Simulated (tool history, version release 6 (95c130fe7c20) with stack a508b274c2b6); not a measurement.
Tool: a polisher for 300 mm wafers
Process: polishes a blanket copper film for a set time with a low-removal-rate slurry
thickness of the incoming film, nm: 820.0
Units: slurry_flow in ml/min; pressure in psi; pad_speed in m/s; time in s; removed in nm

run  hour  slurry_flow  pressure  pad_speed  slurry_solids  time  removed
  1   0.0          200       2.8       0.84            1.0    24   58.747
  2   7.7          240       2.8       0.84            1.0    24   60.065
  3  10.4          240       2.9       0.84            1.0    24   61.359
  4  17.8          240       2.9       0.84            1.0    21   53.483
  5  19.5          240       3.1       0.84            1.0    21   57.946
  6  25.8          240       3.2       0.84            1.0    21   60.204
  7  28.1          240       3.3       0.84            1.0    21   61.353
  8  31.6          240       3.4       0.84            1.0    21   63.533
  9  39.6          240       3.5       0.84            1.0    21   64.891

Forecast run 10:
     44.5  -- head pressure recalibrated
 10  44.5          240       3.6       0.84            1.0    21        ?

{"run 10": {"removed": 71.714}}
